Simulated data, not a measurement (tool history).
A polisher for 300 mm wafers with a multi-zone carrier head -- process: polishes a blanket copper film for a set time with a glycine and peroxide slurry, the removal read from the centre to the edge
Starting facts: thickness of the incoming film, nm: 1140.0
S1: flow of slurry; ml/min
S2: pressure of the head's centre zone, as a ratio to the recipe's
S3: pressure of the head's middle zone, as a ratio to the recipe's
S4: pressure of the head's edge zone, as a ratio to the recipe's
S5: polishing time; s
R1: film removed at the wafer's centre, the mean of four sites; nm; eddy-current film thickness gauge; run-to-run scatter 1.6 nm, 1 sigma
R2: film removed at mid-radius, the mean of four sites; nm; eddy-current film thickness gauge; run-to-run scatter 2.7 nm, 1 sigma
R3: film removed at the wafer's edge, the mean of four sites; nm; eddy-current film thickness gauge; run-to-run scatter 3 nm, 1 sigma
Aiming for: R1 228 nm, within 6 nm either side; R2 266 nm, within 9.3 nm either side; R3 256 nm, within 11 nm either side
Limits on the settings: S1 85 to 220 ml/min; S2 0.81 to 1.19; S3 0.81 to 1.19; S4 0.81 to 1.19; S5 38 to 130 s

run    day   S1    S2    S3    S4  S5      R1      R2      R3
  1      0  140     1     1     1  84  338.11  334.44  329.67
  2  0.138  140     1     1  0.95  84     336  329.48  322.98
  3  0.325  140     1  1.08  0.95  84  337.22  352.47  319.91
  4  0.392  130  0.95  1.05  0.92  80   301.1   325.2  297.73
  5    0.7  120  0.91  1.02  0.91  77  277.59  302.66  284.04
  6  0.925   95  0.91  1.02  0.91  77  256.97  294.65  277.49
  7  1.108   95  0.89     1  0.89  75  246.65  277.79  263.81
  8  1.417   95  0.89     1  0.89  75  247.56  272.16  264.64
  9  1.688   90  0.87     1  0.88  75  242.44  274.43  264.21

Next run, 5 choices. One meets every target within its allowed miss, the rest don't. Which?
  A  1.958  130  0.97  0.94  0.95  71   ?   ?   ?
  B  1.958  130  0.87  0.92  0.81  73   ?   ?   ?
  C  1.958   85  0.86  0.91  0.82  83   ?   ?   ?
  D  1.958   85  0.92  1.16  0.86  70   ?   ?   ?
  E  1.958   85  0.85     1  0.88  74   ?   ?   ?

move      R1      R2      R3
   A  273.14   264.9  270.37
   B  252.55  267.72  258.68
   C  257.38  276.89  278.85
   D  232.21  286.63  239.39
   E  227.02  267.11  256.27
A: the biggest miss grows against the last run
B: the biggest miss grows against the last run
C: the biggest miss grows against the last run
D: brings the last run's worst result on target, with another outside its allowed miss
E: in spec on every target
The right move is E.
